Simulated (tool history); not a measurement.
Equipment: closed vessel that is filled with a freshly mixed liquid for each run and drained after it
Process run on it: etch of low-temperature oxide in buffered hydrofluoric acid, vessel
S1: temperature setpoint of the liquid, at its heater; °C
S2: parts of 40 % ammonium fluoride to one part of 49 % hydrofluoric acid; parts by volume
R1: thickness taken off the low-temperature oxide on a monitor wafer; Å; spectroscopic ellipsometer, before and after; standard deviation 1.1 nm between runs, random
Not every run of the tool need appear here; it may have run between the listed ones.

{"run": 1, "hour": 0.0, "S1": 23.0, "S2": 20.5, "time in the liquid (s)": 95, "R1": 2151.4}
{"run": 2, "hour": 0.9, "S1": 23.0, "S2": 20.5, "time in the liquid (s)": 95, "R1": 2169.7}
{"run": 3, "hour": 8.1, "S1": 24.5, "S2": 20.5, "time in the liquid (s)": 95, "R1": 2355.3}
{"run": 4, "hour": 14.9, "S1": 22.5, "S2": 20.5, "time in the liquid (s)": 95, "R1": 2118.2}
{"run": 5, "hour": 23.5, "S1": 22.5, "S2": 20.5, "time in the liquid (s)": 105, "R1": 2314.7}
{"run": 6, "hour": 30.0, "S1": 25.5, "S2": 20.5, "time in the liquid (s)": 105, "R1": 2760.8}
{"run": 7, "hour": 39.0, "S1": 22.5, "S2": 21.0, "time in the liquid (s)": 105, "R1": 2271.6}

Run 8 is up next; what results do you expect?
{"hour": 42.7, "done": "thermometer replaced"}
{"run": 8, "hour": 42.7, "S1": 21.0, "S2": 21.0, "time in the liquid (s)": 105, "R1": "?"}

R1: 1880.0 Å
